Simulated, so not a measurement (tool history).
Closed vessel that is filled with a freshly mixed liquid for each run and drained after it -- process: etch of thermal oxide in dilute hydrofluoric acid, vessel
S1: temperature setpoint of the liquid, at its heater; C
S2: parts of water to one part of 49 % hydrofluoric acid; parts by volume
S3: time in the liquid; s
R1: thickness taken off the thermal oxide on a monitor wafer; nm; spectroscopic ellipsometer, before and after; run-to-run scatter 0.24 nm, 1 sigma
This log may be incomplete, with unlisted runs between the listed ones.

run 1 hour=0 | S1=23 S2=180 S3=955 | R1=20.847
run 2 hour=0.9 | S1=24.5 S2=180 S3=955 | R1=22.049
run 3 hour=6.1 | S1=24.5 S2=230 S3=955 | R1=16.391
run 4 hour=7 | S1=24.5 S2=290 S3=955 | R1=12.005
run 5 hour=13.4 | S1=26.5 S2=250 S3=955 | R1=15.712
run 6 hour=14.1 | S1=28 S2=220 S3=955 | R1=19.498
run 7 hour=17.8 | S1=29 S2=200 S3=955 | R1=22.644
run 8 hour=19.4 | S1=29 S2=200 S3=955 | R1=22.81
run 9 hour=25.6 | S1=29.5 S2=185 S3=955 | R1=25.506

Estimate the outcome of run 10 from the log above:
run 10 hour=30.7 | S1=30 S2=175 S3=955 | R1=?

R1: 28.052 nm

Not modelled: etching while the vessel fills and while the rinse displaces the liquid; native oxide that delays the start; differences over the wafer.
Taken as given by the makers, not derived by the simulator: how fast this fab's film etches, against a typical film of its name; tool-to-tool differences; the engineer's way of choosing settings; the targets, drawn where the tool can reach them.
